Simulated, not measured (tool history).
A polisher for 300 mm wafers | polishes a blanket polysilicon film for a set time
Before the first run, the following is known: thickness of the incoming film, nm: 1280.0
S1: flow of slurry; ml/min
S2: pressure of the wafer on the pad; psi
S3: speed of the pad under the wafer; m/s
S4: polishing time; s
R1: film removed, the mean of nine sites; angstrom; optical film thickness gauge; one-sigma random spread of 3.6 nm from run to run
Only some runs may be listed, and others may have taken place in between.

run,hour,S1,S2,S3,S4,R1
1,0,250,1.7,1.26,47,3035.8
2,5.9,250,1.3,1.26,47,2330.1
3,9.3,250,1.1,1.26,47,2023.5
4,13,250,1.3,1.26,47,2329.9
5,14.6,250,1.3,1.08,47,2044.3
6,17,280,1.3,1.08,47,2015.1
7,23.8,280,1.5,1.08,47,2344.8
8,29.8,280,1.7,1.08,47,2656.9
9,38.3,280,1.8,1.08,47,2768
10,41.6,280,1.9,1.08,47,2941.8
11,45.4,280,2,1.08,47,3110.5

The next listed run, before its measurement:
12,51.8,280,2.1,1.08,47,?

R1: 3252.9 angstrom
